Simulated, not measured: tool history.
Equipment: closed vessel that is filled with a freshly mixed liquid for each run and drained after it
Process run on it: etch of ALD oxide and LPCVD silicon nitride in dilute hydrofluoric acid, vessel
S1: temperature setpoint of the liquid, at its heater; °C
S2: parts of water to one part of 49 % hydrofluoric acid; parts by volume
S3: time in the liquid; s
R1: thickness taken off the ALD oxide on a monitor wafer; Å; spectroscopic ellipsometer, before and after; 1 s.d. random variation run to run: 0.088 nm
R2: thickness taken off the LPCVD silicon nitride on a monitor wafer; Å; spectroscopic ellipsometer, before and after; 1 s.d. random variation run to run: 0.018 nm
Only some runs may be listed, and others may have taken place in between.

run 1 day=0 | S1=23 S2=50 S3=60 | R1=355.59 R2=5.1043
run 2 day=0.354 | S1=25.5 S2=50 S3=60 | R1=392.64 R2=7.0232
run 3 day=0.538 | S1=22.5 S2=50 S3=60 | R1=347.33 R2=5.4175
run 4 day=0.558 | S1=21.5 S2=60 S3=60 | R1=272.85 R2=4.2992
run 5 day=0.758 | S1=21.5 S2=60 S3=50 | R1=231.95 R2=3.2339
run 6 day=0.862 | S1=21.5 S2=65 S3=50 | R1=207.5 R2=2.9526
run 7 day=1.079 | S1=21 S2=70 S3=50 | R1=190.3 R2=2.5934
run 8 day=1.2 | S1=20.5 S2=75 S3=50 | R1=171.02 R2=2.4461
run 9 day=1.333 | S1=20 S2=80 S3=50 | R1=158.27 R2=2.1208

What will run 10 give?
run 10 day=1.633 | S1=19.5 S2=85 S3=50 | R1=? R2=?

Run 10 gave R1 144.45 Å, R2 2.1501 Å.
